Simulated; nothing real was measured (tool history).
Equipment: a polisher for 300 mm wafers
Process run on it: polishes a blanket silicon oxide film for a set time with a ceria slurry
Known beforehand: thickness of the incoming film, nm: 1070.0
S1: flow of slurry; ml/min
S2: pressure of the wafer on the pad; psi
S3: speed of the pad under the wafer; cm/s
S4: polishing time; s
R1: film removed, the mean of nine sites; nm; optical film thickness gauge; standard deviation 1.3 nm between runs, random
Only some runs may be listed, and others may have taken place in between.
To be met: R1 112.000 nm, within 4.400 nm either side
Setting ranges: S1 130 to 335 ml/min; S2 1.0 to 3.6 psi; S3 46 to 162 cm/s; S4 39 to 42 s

{"run": 1, "hour": 0.0, "S1": 215, "S2": 2.3, "S3": 104, "S4": 42, "R1": 136.23}
{"run": 2, "hour": 2.9, "S1": 215, "S2": 2.3, "S3": 104, "S4": 39, "R1": 123.16}
{"run": 3, "hour": 6.6, "S1": 195, "S2": 2.3, "S3": 104, "S4": 39, "R1": 126.42}
{"run": 4, "hour": 15.4, "S1": 195, "S2": 2.2, "S3": 104, "S4": 39, "R1": 121.68}
{"run": 5, "hour": 23.6, "S1": 195, "S2": 2.1, "S3": 104, "S4": 39, "R1": 116.53}
{"run": 6, "hour": 31.0, "S1": 195, "S2": 2.1, "S3": 84, "S4": 39, "R1": 100.55}
{"run": 7, "hour": 39.7, "S1": 195, "S2": 2.2, "S3": 84, "S4": 39, "R1": 102.54}
{"run": 8, "hour": 42.1, "S1": 195, "S2": 2.3, "S3": 84, "S4": 39, "R1": 104.86}

Consider the 4 candidate settings below. Which is the only one whose results all fall within their allowed miss of target?
{"run": "A", "hour": 44.5, "S1": 195, "S2": 2.0, "S3": 88, "S4": 40, "R1": "?"}
{"run": "B", "hour": 44.5, "S1": 205, "S2": 2.4, "S3": 66, "S4": 41, "R1": "?"}
{"run": "C", "hour": 44.5, "S1": 220, "S2": 2.6, "S3": 74, "S4": 41, "R1": "?"}
{"run": "D", "hour": 44.5, "S1": 220, "S2": 1.6, "S3": 104, "S4": 39, "R1": "?"}

move=A R1=102.610
move=B R1=96.065
move=C R1=111.770
move=D R1=101.280
A: the biggest miss grows against the last run
B: the biggest miss grows against the last run
C: all results in spec
D: the biggest miss grows against the last run
Go with C: it meets all targets.
